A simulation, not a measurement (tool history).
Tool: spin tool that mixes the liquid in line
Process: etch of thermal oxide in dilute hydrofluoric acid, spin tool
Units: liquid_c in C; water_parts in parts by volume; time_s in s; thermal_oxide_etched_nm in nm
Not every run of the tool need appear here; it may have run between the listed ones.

{"run": 1, "hour": 0.0, "liquid_c": 22.0, "water_parts": 185, "time_s": 60, "thermal_oxide_etched_nm": 1.1067}
{"run": 2, "hour": 8.3, "liquid_c": 21.0, "water_parts": 185, "time_s": 60, "thermal_oxide_etched_nm": 1.0471}
{"run": 3, "hour": 12.2, "liquid_c": 22.5, "water_parts": 185, "time_s": 60, "thermal_oxide_etched_nm": 1.1095}
{"run": 4, "hour": 16.8, "liquid_c": 21.5, "water_parts": 185, "time_s": 60, "thermal_oxide_etched_nm": 1.0655}
{"run": 5, "hour": 23.3, "liquid_c": 21.5, "water_parts": 245, "time_s": 60, "thermal_oxide_etched_nm": 0.76161}
{"run": 6, "hour": 24.0, "liquid_c": 19.5, "water_parts": 245, "time_s": 60, "thermal_oxide_etched_nm": 0.70376}

Expected results for the next run?
{"run": 7, "hour": 27.2, "liquid_c": 23.5, "water_parts": 235, "time_s": 60, "thermal_oxide_etched_nm": "?"}

thermal_oxide_etched_nm: 0.86669 nm
